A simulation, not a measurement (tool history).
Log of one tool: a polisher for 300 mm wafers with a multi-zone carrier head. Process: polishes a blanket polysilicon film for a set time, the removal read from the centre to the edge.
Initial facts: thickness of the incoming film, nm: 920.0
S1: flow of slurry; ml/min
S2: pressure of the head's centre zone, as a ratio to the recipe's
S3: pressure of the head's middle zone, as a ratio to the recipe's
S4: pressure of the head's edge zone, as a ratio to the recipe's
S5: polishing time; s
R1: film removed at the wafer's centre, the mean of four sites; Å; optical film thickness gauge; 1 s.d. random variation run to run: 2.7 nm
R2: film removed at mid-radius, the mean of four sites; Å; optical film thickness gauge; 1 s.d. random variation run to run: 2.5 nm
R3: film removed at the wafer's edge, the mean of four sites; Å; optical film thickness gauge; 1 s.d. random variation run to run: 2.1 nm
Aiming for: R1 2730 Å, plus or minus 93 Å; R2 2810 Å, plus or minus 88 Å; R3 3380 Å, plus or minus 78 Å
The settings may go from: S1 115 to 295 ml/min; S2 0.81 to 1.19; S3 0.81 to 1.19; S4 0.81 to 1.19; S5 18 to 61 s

run	hour	S1	S2	S3	S4	S5	R1	R2	R3
1	0	190	1	1	1	39	3021	2756.7	2773.4
2	1.5	200	0.94	0.97	1.06	40	2935.7	2728.8	2940
3	5.5	200	0.94	0.97	1.06	34	2488.6	2373.9	2501
4	13.8	175	0.94	0.97	1.06	34	2438.1	2312.4	2491.9
5	19.5	175	0.94	0.97	1.06	38	2775.2	2559.8	2802.1
# hour 21.4: centre zone pressure recalibrated
6	21.4	175	0.94	0.97	1.1	38	2453.9	2570.1	2834.8
7	26.2	185	0.94	0.95	1.12	40	2582.3	2713.7	2998
8	34.4	180	0.92	0.93	1.12	41	2638.1	2715.1	3085.1
9	41.1	180	0.92	0.91	1.13	42	2663.5	2699.4	3174.4
10	45	185	0.92	0.9	1.14	43	2701.2	2770.3	3294.4

Pick the move, out of 4, that brings all results within their allowed miss; only one does.
A	48.9	205	0.84	0.92	1.18	46	?	?	?
B	48.9	140	0.89	0.86	1.1	46	?	?	?
C	48.9	190	0.83	0.82	1.1	43	?	?	?
D	48.9	190	0.93	0.82	1.17	46	?	?	?

move	R1	R2	R3
A	2720.3	3113.3	3603.7
B	2731.7	2828.3	3361.4
C	2487.2	2656.1	3232.3
D	2977.5	2839.6	3569.1
A: takes the biggest miss from the last run beyond its target
B: each result inside its tolerance
C: the biggest miss grows against the last run
D: takes the biggest miss from the last run beyond its target
Answer: B
